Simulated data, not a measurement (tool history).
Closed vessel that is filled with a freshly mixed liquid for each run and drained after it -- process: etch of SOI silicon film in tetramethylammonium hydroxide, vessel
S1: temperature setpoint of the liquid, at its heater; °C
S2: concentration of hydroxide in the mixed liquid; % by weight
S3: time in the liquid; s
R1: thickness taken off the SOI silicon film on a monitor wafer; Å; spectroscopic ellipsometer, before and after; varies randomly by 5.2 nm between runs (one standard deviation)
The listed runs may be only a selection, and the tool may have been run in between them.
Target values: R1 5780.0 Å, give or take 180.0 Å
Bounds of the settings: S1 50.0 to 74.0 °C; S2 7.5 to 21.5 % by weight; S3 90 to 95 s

run  hour    S1    S2  S3      R1
  1   0.0  61.0  14.5  90  3205.0
  2   8.8  62.0  14.5  90  3408.0
  3  14.8  63.0  14.5  90  3594.4
  4  18.3  64.0  14.5  90  3856.4
  5  25.0  64.0  12.0  90  4220.9
  6  33.6  64.0  13.5  90  4012.1
  7  39.4  64.5  13.5  90  4075.6
  8  45.9  71.0  13.5  90  6038.8

5 next moves are on the table. One of them brings every result within its allowed miss. Which?
  A  52.4  70.5  16.5  90   ?
  B  52.4  71.0  14.5  90   ?
  C  52.4  69.5  15.0  90   ?
  D  52.4  73.5  18.5  90   ?
  E  52.4  70.0  15.5  90   ?

move      R1
   A  5426.5
   B  5878.3
   C  5284.0
   D  6177.4
   E  5384.3
A: moves the result that the last run missed by most past its target, out the other side
B: every result lands within tolerance
C: moves the result that the last run missed by most past its target, out the other side
D: further off than the last run
E: moves the result that the last run missed by most past its target, out the other side
The right move is B.
